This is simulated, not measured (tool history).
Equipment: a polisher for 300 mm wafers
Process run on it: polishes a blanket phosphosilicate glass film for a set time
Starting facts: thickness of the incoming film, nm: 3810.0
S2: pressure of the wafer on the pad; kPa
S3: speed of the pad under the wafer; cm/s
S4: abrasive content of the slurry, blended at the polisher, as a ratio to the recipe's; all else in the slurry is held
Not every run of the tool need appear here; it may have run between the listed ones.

{"run": 1, "hour": 0.0, "flow of slurry (ml/min)": 210, "S2": 13.8, "S3": 112, "S4": 1, "polishing time (s)": 22, "film removed (angstrom)": 1067.4}
{"run": 2, "hour": 4.3, "flow of slurry (ml/min)": 210, "S2": 11.7, "S3": 112, "S4": 1, "polishing time (s)": 22, "film removed (angstrom)": 888.08}
{"run": 3, "hour": 6.0, "flow of slurry (ml/min)": 215, "S2": 13.8, "S3": 112, "S4": 1, "polishing time (s)": 22, "film removed (angstrom)": 1044.7}
{"run": 4, "hour": 9.4, "flow of slurry (ml/min)": 215, "S2": 15.9, "S3": 112, "S4": 1, "polishing time (s)": 22, "film removed (angstrom)": 1190.4}
{"run": 5, "hour": 12.3, "flow of slurry (ml/min)": 215, "S2": 15.9, "S3": 112, "S4": 1, "polishing time (s)": 19, "film removed (angstrom)": 1055.4}
{"run": 6, "hour": 14.7, "flow of slurry (ml/min)": 215, "S2": 17.2, "S3": 112, "S4": 1, "polishing time (s)": 19, "film removed (angstrom)": 1140.1}
{"run": 7, "hour": 18.1, "flow of slurry (ml/min)": 215, "S2": 18.6, "S3": 118, "S4": 1, "polishing time (s)": 19, "film removed (angstrom)": 1271}
{"run": 8, "hour": 20.8, "flow of slurry (ml/min)": 220, "S2": 19.3, "S3": 126, "S4": 1, "polishing time (s)": 19, "film removed (angstrom)": 1385.8}

Run 9 is up next; what results do you expect?
{"run": 9, "hour": 28.4, "flow of slurry (ml/min)": 220, "S2": 20, "S3": 132, "S4": 1, "polishing time (s)": 19, "film removed (angstrom)": "?"}

{"run 9": {"film removed (angstrom)": 1456.5}}

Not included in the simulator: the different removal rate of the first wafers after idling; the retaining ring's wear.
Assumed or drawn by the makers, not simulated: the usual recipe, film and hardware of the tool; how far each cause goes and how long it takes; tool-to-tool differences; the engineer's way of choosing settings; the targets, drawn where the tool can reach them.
